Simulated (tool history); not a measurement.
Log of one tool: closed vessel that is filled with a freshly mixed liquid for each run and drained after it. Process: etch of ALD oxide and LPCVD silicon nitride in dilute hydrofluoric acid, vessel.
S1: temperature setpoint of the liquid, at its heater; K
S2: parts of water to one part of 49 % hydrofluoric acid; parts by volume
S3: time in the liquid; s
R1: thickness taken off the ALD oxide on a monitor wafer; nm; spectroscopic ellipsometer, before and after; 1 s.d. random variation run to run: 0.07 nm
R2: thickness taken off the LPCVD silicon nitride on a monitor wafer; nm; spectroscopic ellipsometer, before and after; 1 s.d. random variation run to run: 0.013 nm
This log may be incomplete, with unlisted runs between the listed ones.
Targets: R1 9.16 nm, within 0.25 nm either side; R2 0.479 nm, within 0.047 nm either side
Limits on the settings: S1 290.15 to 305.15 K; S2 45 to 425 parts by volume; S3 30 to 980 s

| run | hour | S1 | S2 | S3 | R1 | R2 |
|---|---|---|---|---|---|---|
| 1 | 0 | 297.15 | 235 | 500 | 27.906 | 1.0927 |
| 2 | 4.9 | 297.15 | 255 | 495 | 24.527 | 0.98049 |
| 3 | 12.2 | 297.15 | 255 | 315 | 15.772 | 0.60303 |
| 4 | 18.2 | 297.15 | 255 | 225 | 11.17 | 0.45677 |
| 5 | 22.2 | 297.65 | 265 | 225 | 10.973 | 0.42232 |
| 6 | 30.4 | 297.15 | 270 | 230 | 10.543 | 0.42459 |
| 7 | 35.3 | 297.15 | 275 | 235 | 10.653 | 0.43743 |
| 8 | 39.2 | 297.15 | 280 | 240 | 10.75 | 0.42798 |
| 9 | 44.3 | 297.65 | 290 | 245 | 10.686 | 0.44324 |
| 10 | 45.5 | 297.65 | 300 | 250 | 10.302 | 0.42745 |
| 11 | 49.5 | 297.65 | 305 | 255 | 10.329 | 0.41953 |
| 12 | 54 | 301.65 | 385 | 295 | 9.8934 | 0.48628 |
| 13 | 60.8 | 301.65 | 400 | 300 | 9.6179 | 0.51037 |
| 14 | 64.7 | 301.15 | 400 | 300 | 9.4781 | 0.48095 |
| 15 | 67 | 301.15 | 400 | 300 | 9.5235 | 0.44085 |

Pick the move, out of 5, that brings all results within their allowed miss; only one does.
| A | 69.3 | 302.65 | 410 | 285 | ? | ? |
| B | 69.3 | 300.15 | 405 | 320 | ? | ? |
| C | 69.3 | 294.15 | 405 | 380 | ? | ? |
| D | 69.3 | 300.65 | 275 | 195 | ? | ? |
| E | 69.3 | 294.65 | 415 | 370 | ? | ? |

| move | R1 | R2 |
|---|---|---|
| A | 9.233 | 0.47312 |
| B | 9.7626 | 0.46717 |
| C | 9.5239 | 0.38925 |
| D | 10.147 | 0.43363 |
| E | 9.1276 | 0.38154 |
A: meets every target
B: the biggest miss grows against the last run
C: the biggest miss grows against the last run
D: the biggest miss grows against the last run
E: puts the biggest miss on target and leaves a different result outside tolerance
Move A is the one to make.

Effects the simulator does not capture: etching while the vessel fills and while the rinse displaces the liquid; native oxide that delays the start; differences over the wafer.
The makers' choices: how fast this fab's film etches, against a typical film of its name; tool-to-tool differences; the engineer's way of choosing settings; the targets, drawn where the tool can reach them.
